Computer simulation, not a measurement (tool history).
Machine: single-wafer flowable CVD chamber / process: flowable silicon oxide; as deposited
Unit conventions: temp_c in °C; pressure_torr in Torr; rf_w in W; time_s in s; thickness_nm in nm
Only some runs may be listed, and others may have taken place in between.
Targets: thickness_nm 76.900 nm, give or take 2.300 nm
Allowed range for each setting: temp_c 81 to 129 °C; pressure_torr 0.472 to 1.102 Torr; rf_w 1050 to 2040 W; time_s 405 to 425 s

run	day	temp_c	pressure_torr	rf_w	time_s	thickness_nm
1	0.000	105	0.787	1545	425	193.690
2	0.254	105	0.787	1350	425	183.950
3	0.400	113	0.769	1345	425	142.370
4	0.767	118	0.737	1340	425	119.710
5	0.950	118	0.737	1130	425	110.320
6	1.171	122	0.725	1130	425	97.654
7	1.433	124	0.715	1130	425	91.802
8	1.625	126	0.705	1130	425	86.268
9	1.821	127	0.697	1130	425	83.360

5 candidate next runs follow, results not yet known. Just one meets every target within its allowed miss. Identify it.
A	2.017	122	0.652	1295	425	?
B	2.017	129	0.761	1075	420	?
C	2.017	129	0.699	1050	425	?
D	2.017	120	0.628	1380	405	?
E	2.017	129	0.848	1140	405	?

move	thickness_nm
A	93.967
B	83.361
C	76.818
D	93.383
E	91.951
A: further off than the last run
B: roughly where the last run was
C: hits every target within its allowed miss
D: further off than the last run
E: further off than the last run
C is the move that brings every result within its allowed miss.

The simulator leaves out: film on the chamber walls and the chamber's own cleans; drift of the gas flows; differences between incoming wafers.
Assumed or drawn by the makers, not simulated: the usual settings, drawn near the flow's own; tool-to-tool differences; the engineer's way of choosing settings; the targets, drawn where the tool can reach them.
